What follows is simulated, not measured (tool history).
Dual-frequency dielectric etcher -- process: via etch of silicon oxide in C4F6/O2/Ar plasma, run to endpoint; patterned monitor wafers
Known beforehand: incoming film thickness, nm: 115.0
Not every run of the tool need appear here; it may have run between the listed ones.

{"run": 1, "hour": 0.0, "bias power (W)": 396, "source power (W)": 360, "Ar flow (sccm)": 334, "endpoint time (s)": 28.262}
{"run": 2, "hour": 2.2, "bias power (W)": 396, "source power (W)": 360, "Ar flow (sccm)": 394, "endpoint time (s)": 28.585}
{"run": 3, "hour": 4.6, "bias power (W)": 409, "source power (W)": 370, "Ar flow (sccm)": 393, "endpoint time (s)": 28.089}
{"run": 4, "hour": 11.7, "bias power (W)": 409, "source power (W)": 350, "Ar flow (sccm)": 393, "endpoint time (s)": 28.571}
{"run": 5, "hour": 15.5, "bias power (W)": 409, "source power (W)": 350, "Ar flow (sccm)": 429, "endpoint time (s)": 28.761}
{"run": 6, "hour": 24.3, "bias power (W)": 409, "source power (W)": 350, "Ar flow (sccm)": 369, "endpoint time (s)": 28.864}

Run 7, settings as shown, results not yet in. Your forecast:
{"run": 7, "hour": 28.5, "bias power (W)": 417, "source power (W)": 360, "Ar flow (sccm)": 369, "endpoint time (s)": "?"}

{"run 7": {"endpoint time (s)": 27.906}}

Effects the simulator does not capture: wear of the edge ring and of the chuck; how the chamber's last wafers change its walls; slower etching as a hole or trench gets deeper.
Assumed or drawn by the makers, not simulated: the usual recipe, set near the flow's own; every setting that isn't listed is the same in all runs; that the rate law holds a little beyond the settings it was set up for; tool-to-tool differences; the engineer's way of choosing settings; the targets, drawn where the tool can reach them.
